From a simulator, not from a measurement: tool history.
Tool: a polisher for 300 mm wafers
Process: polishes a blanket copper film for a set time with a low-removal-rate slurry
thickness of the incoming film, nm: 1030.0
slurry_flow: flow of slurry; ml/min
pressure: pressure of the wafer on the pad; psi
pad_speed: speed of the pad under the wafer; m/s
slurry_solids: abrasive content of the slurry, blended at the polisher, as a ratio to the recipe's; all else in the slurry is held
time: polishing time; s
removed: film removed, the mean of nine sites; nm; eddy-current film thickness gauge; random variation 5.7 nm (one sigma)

run 1 day=0.000 | slurry_flow=220 pressure=3.2 pad_speed=0.86 slurry_solids=1.0 time=75 | removed=216.40
run 2 day=0.338 | slurry_flow=220 pressure=3.7 pad_speed=0.88 slurry_solids=1.0 time=75 | removed=250.20
run 3 day=0.442 | slurry_flow=220 pressure=3.7 pad_speed=0.88 slurry_solids=1.2 time=75 | removed=258.58
run 4 day=0.625 | slurry_flow=220 pressure=3.7 pad_speed=0.88 slurry_solids=1.4 time=75 | removed=266.52
run 5 day=0.696 | slurry_flow=220 pressure=3.7 pad_speed=0.88 slurry_solids=1.5 time=75 | removed=270.42
run 6 day=0.738 | slurry_flow=220 pressure=4.0 pad_speed=0.88 slurry_solids=1.5 time=75 | removed=285.72
run 7 day=0.871 | slurry_flow=220 pressure=4.3 pad_speed=0.90 slurry_solids=1.5 time=75 | removed=310.14
run 8 day=1.108 | slurry_flow=220 pressure=4.5 pad_speed=0.92 slurry_solids=1.5 time=75 | removed=331.98

Run 9 comes next. What will it give?
run 9 day=1.175 | slurry_flow=220 pressure=4.6 pad_speed=0.94 slurry_solids=1.5 time=75 | removed=?

removed: 343.70 nm

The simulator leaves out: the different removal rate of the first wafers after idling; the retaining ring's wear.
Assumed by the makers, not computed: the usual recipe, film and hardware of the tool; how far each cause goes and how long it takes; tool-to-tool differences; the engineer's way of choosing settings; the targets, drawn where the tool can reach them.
